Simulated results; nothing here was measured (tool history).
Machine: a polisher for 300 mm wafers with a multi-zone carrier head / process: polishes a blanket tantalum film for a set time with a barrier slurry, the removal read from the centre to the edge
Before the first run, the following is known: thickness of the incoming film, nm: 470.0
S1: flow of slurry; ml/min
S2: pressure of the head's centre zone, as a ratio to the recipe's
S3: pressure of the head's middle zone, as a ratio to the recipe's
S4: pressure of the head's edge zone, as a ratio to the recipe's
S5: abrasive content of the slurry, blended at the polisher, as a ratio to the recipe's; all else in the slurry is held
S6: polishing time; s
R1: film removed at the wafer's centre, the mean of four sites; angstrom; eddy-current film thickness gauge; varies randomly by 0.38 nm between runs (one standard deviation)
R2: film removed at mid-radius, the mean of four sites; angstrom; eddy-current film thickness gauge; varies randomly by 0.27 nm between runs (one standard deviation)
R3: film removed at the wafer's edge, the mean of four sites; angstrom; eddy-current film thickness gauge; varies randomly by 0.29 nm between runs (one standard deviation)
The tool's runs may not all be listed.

run  hour   S1    S2    S3    S4    S5  S6      R1      R2      R3
  1     0  245     1     1     1     1  31  486.14  477.87  454.88
  2   2.9  245  0.99     1  0.98   0.9  29  420.24     431  396.27
  3  10.6  245  0.98  0.98  0.96  0.85  28  403.52  392.07  375.69
  4  14.1  245  0.98  0.91  0.96  0.85  28  408.03  373.26  378.19
  5  21.8  245  0.97  0.92  0.94   0.8  27  361.38  351.89  352.82
  6  23.8  245  0.97  0.92  0.94   0.6  27  295.44  297.18  294.19
  7  26.9  245  0.98  0.93  0.93   0.6  27   297.2  295.43  289.52

Run 8 has not been measured yet. What should we expect?
  8  30.6  225  0.96  0.97  0.83  0.55  27   ?   ?   ?

R1: 272.62 angstrom
R2: 276.36 angstrom
R3: 251.79 angstrom
